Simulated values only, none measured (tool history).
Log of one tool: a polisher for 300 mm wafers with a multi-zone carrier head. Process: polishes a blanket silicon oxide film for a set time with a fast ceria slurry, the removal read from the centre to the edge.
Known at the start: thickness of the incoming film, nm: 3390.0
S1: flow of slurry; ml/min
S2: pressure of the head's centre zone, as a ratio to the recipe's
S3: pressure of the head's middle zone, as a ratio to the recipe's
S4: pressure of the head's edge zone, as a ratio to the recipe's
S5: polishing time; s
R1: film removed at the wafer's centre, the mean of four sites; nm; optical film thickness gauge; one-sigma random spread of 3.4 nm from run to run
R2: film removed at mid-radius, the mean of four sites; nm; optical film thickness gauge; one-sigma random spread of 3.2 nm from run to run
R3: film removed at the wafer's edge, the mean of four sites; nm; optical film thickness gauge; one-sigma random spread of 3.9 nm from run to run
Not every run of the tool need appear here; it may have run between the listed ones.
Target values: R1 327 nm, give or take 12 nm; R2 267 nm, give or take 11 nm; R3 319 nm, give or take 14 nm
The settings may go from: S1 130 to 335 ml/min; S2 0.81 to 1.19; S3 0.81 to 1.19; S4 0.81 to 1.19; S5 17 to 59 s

run 1 hour=0 | S1=215 S2=1 S3=1 S4=1 S5=38 | R1=332.12 R2=335.1 R3=325.19
run 2 hour=3.3 | S1=215 S2=1 S3=1.03 S4=1 S5=38 | R1=325.24 R2=329.77 R3=332.82
run 3 hour=4.3 | S1=215 S2=1 S3=1.03 S4=1 S5=29 | R1=255.54 R2=257.8 R3=249.42
run 4 hour=10.4 | S1=215 S2=0.92 S3=1.03 S4=1 S5=29 | R1=231.07 R2=257.5 R3=250.55
run 5 hour=19.3 | S1=215 S2=0.94 S3=1.01 S4=1.02 S5=30 | R1=243.52 R2=257.05 R3=260.46
run 6 hour=23.7 | S1=215 S2=0.94 S3=1.01 S4=0.96 S5=30 | R1=246.06 R2=267.58 R3=263.39
run 7 hour=25.7 | S1=215 S2=0.95 S3=0.99 S4=0.98 S5=31 | R1=254.38 R2=262.65 R3=267.31
run 8 hour=31.7 | S1=215 S2=0.96 S3=0.97 S4=0.98 S5=32 | R1=263.31 R2=266.89 R3=279.22
run 9 hour=38.3 | S1=220 S2=0.97 S3=0.96 S4=0.98 S5=32 | R1=268.24 R2=269.21 R3=275.6
run 10 hour=40.4 | S1=215 S2=0.98 S3=0.94 S4=0.99 S5=33 | R1=278.48 R2=278.23 R3=285.61
run 11 hour=46.2 | S1=220 S2=0.99 S3=0.92 S4=1.01 S5=33 | R1=284.44 R2=267.92 R3=287.51
run 12 hour=54.2 | S1=225 S2=0.99 S3=0.91 S4=1.02 S5=33 | R1=284 R2=269.05 R3=296.25
run 13 hour=55.2 | S1=230 S2=1 S3=0.9 S4=1.03 S5=33 | R1=285.31 R2=263.58 R3=297.6
run 14 hour=57.6 | S1=235 S2=1.01 S3=0.9 S4=1.03 S5=33 | R1=291.5 R2=260.32 R3=296.48
run 15 hour=65.1 | S1=240 S2=1.02 S3=0.9 S4=1.03 S5=33 | R1=291.84 R2=265.44 R3=289.77
run 16 hour=67.3 | S1=230 S2=1.09 S3=0.82 S4=1.13 S5=36 | R1=346.07 R2=266.22 R3=337.24
run 17 hour=71.1 | S1=230 S2=1.09 S3=0.82 S4=1.13 S5=36 | R1=345.42 R2=264.25 R3=335.07
run 18 hour=72.4 | S1=230 S2=1.09 S3=0.82 S4=1.12 S5=36 | R1=346.71 R2=270.16 R3=323.73

Pick the move, out of 5, that brings all results within their allowed miss; only one does.
run A hour=73.7 | S1=205 S2=1.14 S3=0.81 S4=1.18 S5=36 | R1=? R2=? R3=?
run B hour=73.7 | S1=240 S2=1.02 S3=0.81 S4=1.19 S5=36 | R1=? R2=? R3=?
run C hour=73.7 | S1=240 S2=1.08 S3=0.82 S4=0.95 S5=37 | R1=? R2=? R3=?
run D hour=73.7 | S1=270 S2=1.1 S3=0.88 S4=1.09 S5=34 | R1=? R2=? R3=?
run E hour=73.7 | S1=230 S2=1.12 S3=0.81 S4=1.11 S5=37 | R1=? R2=? R3=?

move=A R1=351.5 R2=258.25 R3=338.71
move=B R1=320.12 R2=262.74 R3=344.25
move=C R1=348.53 R2=272.75 R3=321.22
move=D R1=330.55 R2=268.58 R3=315.07
move=E R1=359.77 R2=268.75 R3=341.86
A: moves away from the targets compared with the last run
B: gets the furthest-off result to its target, but another result is out of tolerance
C: moves away from the targets compared with the last run
D: all results land within tolerance of their targets
E: moves away from the targets compared with the last run
Go with D: it meets all targets.

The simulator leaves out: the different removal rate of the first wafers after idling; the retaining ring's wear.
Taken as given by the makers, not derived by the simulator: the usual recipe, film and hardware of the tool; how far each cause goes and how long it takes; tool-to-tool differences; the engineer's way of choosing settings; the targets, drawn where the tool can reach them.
